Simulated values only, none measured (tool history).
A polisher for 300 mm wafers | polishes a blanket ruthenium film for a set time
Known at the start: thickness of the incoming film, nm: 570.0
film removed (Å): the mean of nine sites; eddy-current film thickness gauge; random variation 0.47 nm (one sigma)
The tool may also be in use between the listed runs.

run	hour	flow of slurry (ml/min)	pressure of the wafer on the pad (psi)	speed of the pad under the wafer (m/s)	polishing time (s)	film removed (Å)
1	0	255	1.5	1.14	44	348.02
2	1.1	255	1.6	1.14	44	368.51
3	4.5	255	1.6	1.02	44	329.6
4	13	295	1.6	1.02	44	329.35
5	21.7	295	1.6	0.9	44	295.3
6	27.3	295	1.8	0.96	44	347.03
7	29.4	295	2	1.02	44	402.17
8	30.3	295	2	1.02	44	407.66
9	34.7	295	2.1	1.06	44	439.74
10	41.3	295	2.2	1.1	44	471.62
11	45	295	2.2	1.12	44	481.41

The next listed run, before its measurement:
12	49.9	295	2.2	1.14	44	?

Run 12 gave film removed (Å) 487.96.
